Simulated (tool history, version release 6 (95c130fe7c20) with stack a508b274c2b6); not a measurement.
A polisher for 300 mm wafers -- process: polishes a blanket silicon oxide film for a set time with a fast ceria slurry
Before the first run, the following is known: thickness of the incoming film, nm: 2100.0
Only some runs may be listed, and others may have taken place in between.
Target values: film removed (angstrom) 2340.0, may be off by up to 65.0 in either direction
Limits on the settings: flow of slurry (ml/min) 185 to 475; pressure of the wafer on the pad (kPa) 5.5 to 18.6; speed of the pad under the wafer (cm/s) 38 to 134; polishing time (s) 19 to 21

run  hour  flow of slurry (ml/min)  pressure of the wafer on the pad (kPa)  speed of the pad under the wafer (cm/s)  polishing time (s)  film removed (angstrom)
  1   0.0                      305                                    11.7                                       86                  21                   1698.7
  2   7.0                      305                                    11.7                                       86                  19                   1543.5
  3  13.9                      305                                    14.5                                       86                  19                   1870.3
  4  17.9                      305                                    12.4                                       86                  19                   1604.5
  5  21.5                      305                                    13.1                                       86                  19                   1710.7
  6  23.8                      305                                    13.8                                       86                  19                   1779.9
  7  29.7                      305                                    14.5                                       86                  19                   1886.8
  8  38.1                      310                                    15.9                                       86                  19                   2049.0
  9  45.8                      310                                    17.2                                       86                  19                   2274.3

Which one of the following 5 next-run settings gets every result inside its allowed miss? There is exactly one.
  A  53.5                      250                                    18.6                                       92                  19                        ?
  B  53.5                      395                                    15.9                                       82                  20                        ?
  C  53.5                      340                                    17.2                                       80                  21                        ?
  D  53.5                      290                                    18.6                                       70                  21                        ?
  E  53.5                      285                                    18.6                                       74                  20                        ?

move  film removed (angstrom)
   A                   2535.7
   B                   2135.2
   C                   2344.4
   D                   2187.2
   E                   2193.8
A: takes the result that was furthest off past its target
B: lands further from the targets than the last run did
C: all results land within tolerance of their targets
D: lands further from the targets than the last run did
E: lands further from the targets than the last run did
So the answer is move C, the one that meets all the targets.

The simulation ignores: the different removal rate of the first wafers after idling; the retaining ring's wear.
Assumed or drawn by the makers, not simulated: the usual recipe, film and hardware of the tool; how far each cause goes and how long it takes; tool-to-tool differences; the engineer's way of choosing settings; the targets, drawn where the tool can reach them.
